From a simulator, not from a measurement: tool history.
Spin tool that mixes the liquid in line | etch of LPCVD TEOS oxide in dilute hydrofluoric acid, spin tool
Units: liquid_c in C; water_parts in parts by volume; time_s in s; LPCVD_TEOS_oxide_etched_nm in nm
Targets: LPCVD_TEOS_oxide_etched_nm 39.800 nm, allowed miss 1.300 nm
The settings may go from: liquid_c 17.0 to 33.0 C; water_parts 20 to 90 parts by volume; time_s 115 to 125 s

run 1 hour=0.0 | liquid_c=25.0 water_parts=50 time_s=115 | LPCVD_TEOS_oxide_etched_nm=45.781
run 2 hour=4.9 | liquid_c=25.0 water_parts=50 time_s=125 | LPCVD_TEOS_oxide_etched_nm=50.543
run 3 hour=5.4 | liquid_c=25.0 water_parts=40 time_s=125 | LPCVD_TEOS_oxide_etched_nm=63.836
run 4 hour=6.9 | liquid_c=25.0 water_parts=40 time_s=125 | LPCVD_TEOS_oxide_etched_nm=63.539
run 5 hour=13.1 | liquid_c=23.0 water_parts=40 time_s=125 | LPCVD_TEOS_oxide_etched_nm=58.760
run 6 hour=19.8 | liquid_c=22.0 water_parts=40 time_s=125 | LPCVD_TEOS_oxide_etched_nm=57.005
run 7 hour=27.5 | liquid_c=21.0 water_parts=40 time_s=125 | LPCVD_TEOS_oxide_etched_nm=54.575
run 8 hour=29.3 | liquid_c=21.0 water_parts=40 time_s=125 | LPCVD_TEOS_oxide_etched_nm=54.074
run 9 hour=36.3 | liquid_c=17.0 water_parts=50 time_s=125 | LPCVD_TEOS_oxide_etched_nm=35.812
run 10 hour=41.7 | liquid_c=17.5 water_parts=50 time_s=125 | LPCVD_TEOS_oxide_etched_nm=36.602
run 11 hour=47.7 | liquid_c=18.0 water_parts=50 time_s=125 | LPCVD_TEOS_oxide_etched_nm=37.343

Which of these 4 next moves meets every target?
run A hour=53.7 | liquid_c=17.0 water_parts=45 time_s=115 | LPCVD_TEOS_oxide_etched_nm=?
run B hour=53.7 | liquid_c=17.0 water_parts=50 time_s=120 | LPCVD_TEOS_oxide_etched_nm=?
run C hour=53.7 | liquid_c=17.0 water_parts=45 time_s=125 | LPCVD_TEOS_oxide_etched_nm=?
run D hour=53.7 | liquid_c=18.5 water_parts=50 time_s=115 | LPCVD_TEOS_oxide_etched_nm=?

move=A LPCVD_TEOS_oxide_etched_nm=36.932
move=B LPCVD_TEOS_oxide_etched_nm=34.471
move=C LPCVD_TEOS_oxide_etched_nm=40.143
move=D LPCVD_TEOS_oxide_etched_nm=35.240
A: further off than the last run
B: further off than the last run
C: meets every target
D: further off than the last run
Answer: C

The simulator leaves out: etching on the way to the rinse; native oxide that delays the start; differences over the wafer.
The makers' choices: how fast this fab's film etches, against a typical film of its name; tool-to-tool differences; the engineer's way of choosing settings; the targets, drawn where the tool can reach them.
